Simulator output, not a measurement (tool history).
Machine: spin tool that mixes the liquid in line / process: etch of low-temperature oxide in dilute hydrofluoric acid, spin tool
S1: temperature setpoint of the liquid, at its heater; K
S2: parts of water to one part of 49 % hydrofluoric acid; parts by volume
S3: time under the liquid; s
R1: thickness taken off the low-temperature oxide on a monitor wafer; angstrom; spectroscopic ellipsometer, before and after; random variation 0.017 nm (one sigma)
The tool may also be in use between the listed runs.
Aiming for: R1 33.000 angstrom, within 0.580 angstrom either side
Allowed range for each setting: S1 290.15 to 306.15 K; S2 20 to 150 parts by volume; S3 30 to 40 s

{"run": 1, "hour": 0.0, "S1": 298.15, "S2": 85, "S3": 40, "R1": 56.674}
{"run": 2, "hour": 6.2, "S1": 298.15, "S2": 85, "S3": 40, "R1": 56.34}
{"run": 3, "hour": 10.7, "S1": 297.15, "S2": 85, "S3": 40, "R1": 53.991}
{"run": 4, "hour": 11.3, "S1": 296.65, "S2": 85, "S3": 40, "R1": 53.367}
{"run": 5, "hour": 12.4, "S1": 299.65, "S2": 85, "S3": 40, "R1": 60.184}
{"run": 6, "hour": 17.8, "S1": 298.65, "S2": 85, "S3": 40, "R1": 57.585}
{"run": 7, "hour": 18.8, "S1": 297.65, "S2": 85, "S3": 40, "R1": 55.34}
{"run": 8, "hour": 20.4, "S1": 297.15, "S2": 85, "S3": 40, "R1": 54.051}
{"run": 9, "hour": 22.7, "S1": 296.65, "S2": 85, "S3": 40, "R1": 53.226}
{"run": 10, "hour": 31.5, "S1": 296.15, "S2": 85, "S3": 40, "R1": 52.149}
{"run": 11, "hour": 37.4, "S1": 295.65, "S2": 85, "S3": 40, "R1": 51.54}
{"run": 12, "hour": 38.1, "S1": 295.15, "S2": 85, "S3": 40, "R1": 50.195}

Which single option among these 4 for the next run brings every result within its allowed miss of target? Just one does.
{"run": "A", "hour": 38.8, "S1": 296.15, "S2": 50, "S3": 40, "R1": "?"}
{"run": "B", "hour": 38.8, "S1": 297.65, "S2": 105, "S3": 30, "R1": "?"}
{"run": "C", "hour": 38.8, "S1": 298.15, "S2": 50, "S3": 40, "R1": "?"}
{"run": "D", "hour": 38.8, "S1": 293.65, "S2": 80, "S3": 30, "R1": "?"}

move=A R1=92.142
move=B R1=32.613
move=C R1=100.050
move=D R1=37.531
A: misses by more than the last run did
B: every result within its allowed miss
C: misses by more than the last run did
D: closes in on the targets versus the last run, not all within tolerance yet
B meets every target.
